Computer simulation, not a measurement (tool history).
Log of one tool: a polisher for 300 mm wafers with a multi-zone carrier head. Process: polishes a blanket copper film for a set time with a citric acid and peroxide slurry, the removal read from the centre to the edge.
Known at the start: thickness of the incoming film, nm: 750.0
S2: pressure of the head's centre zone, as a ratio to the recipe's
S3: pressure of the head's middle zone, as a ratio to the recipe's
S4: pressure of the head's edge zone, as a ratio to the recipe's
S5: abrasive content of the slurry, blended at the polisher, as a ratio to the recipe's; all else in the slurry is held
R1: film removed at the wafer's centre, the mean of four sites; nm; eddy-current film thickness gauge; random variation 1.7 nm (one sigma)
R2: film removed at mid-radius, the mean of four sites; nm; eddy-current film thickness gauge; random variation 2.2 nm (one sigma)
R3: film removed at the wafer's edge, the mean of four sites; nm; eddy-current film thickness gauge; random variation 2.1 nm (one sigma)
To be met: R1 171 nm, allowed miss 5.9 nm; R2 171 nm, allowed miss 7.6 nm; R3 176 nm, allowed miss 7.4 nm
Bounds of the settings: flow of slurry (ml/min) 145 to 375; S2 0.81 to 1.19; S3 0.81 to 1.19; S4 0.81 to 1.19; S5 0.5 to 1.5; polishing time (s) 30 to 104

run 1 day=0 | flow_of_slurry_(ml/min)=240 S2=1 S3=1 S4=1 S5=1 polishing_time_(s)=67 | R1=145.32 R2=146.39 R3=144.86
run 2 day=0.054 | flow_of_slurry_(ml/min)=245 S2=1.01 S3=1.01 S4=1.04 S5=1.1 polishing_time_(s)=68 | R1=152.85 R2=153.12 R3=154.48
run 3 day=0.162 | flow_of_slurry_(ml/min)=255 S2=1.02 S3=1.02 S4=1.07 S5=1.15 polishing_time_(s)=68 | R1=155.99 R2=154.93 R3=157.79
run 4 day=0.454 | flow_of_slurry_(ml/min)=260 S2=1.03 S3=1.03 S4=1.09 S5=1.2 polishing_time_(s)=68 | R1=159.05 R2=161.07 R3=162.76
run 5 day=0.608 | flow_of_slurry_(ml/min)=265 S2=1.04 S3=1.03 S4=1.11 S5=1.25 polishing_time_(s)=68 | R1=163.81 R2=159.76 R3=166.25
run 6 day=0.917 | flow_of_slurry_(ml/min)=270 S2=1.04 S3=1.04 S4=1.12 S5=1.25 polishing_time_(s)=68 | R1=161.63 R2=161.52 R3=170.13
run 7 day=1.196 | flow_of_slurry_(ml/min)=275 S2=1.05 S3=1.05 S4=1.12 S5=1.25 polishing_time_(s)=68 | R1=166.83 R2=165.39 R3=168.99
run 8 day=1.558 | flow_of_slurry_(ml/min)=280 S2=1.05 S3=1.05 S4=1.13 S5=1.25 polishing_time_(s)=68 | R1=163.08 R2=165.61 R3=168.71

Which of these 5 next moves meets every target?
run A day=1.921 | flow_of_slurry_(ml/min)=250 S2=1.03 S3=1.04 S4=1.13 S5=1.2 polishing_time_(s)=73 | R1=? R2=? R3=?
run B day=1.921 | flow_of_slurry_(ml/min)=300 S2=0.94 S3=1.16 S4=1.13 S5=1.2 polishing_time_(s)=66 | R1=? R2=? R3=?
run C day=1.921 | flow_of_slurry_(ml/min)=340 S2=1.02 S3=1.1 S4=1.19 S5=1.15 polishing_time_(s)=64 | R1=? R2=? R3=?
run D day=1.921 | flow_of_slurry_(ml/min)=355 S2=1.04 S3=1.11 S4=1.13 S5=1.15 polishing_time_(s)=64 | R1=? R2=? R3=?
run E day=1.921 | flow_of_slurry_(ml/min)=265 S2=0.99 S3=1.05 S4=1.15 S5=1.2 polishing_time_(s)=67 | R1=? R2=? R3=?

move=A R1=170.04 R2=170.48 R3=173.88
move=B R1=143.45 R2=172.74 R3=159.35
move=C R1=151.42 R2=160.22 R3=158.69
move=D R1=155.05 R2=162.06 R3=154.9
move=E R1=151.1 R2=158.85 R3=161.85
A: meets every target
B: further off than the last run
C: further off than the last run
D: further off than the last run
E: further off than the last run
Answer: A
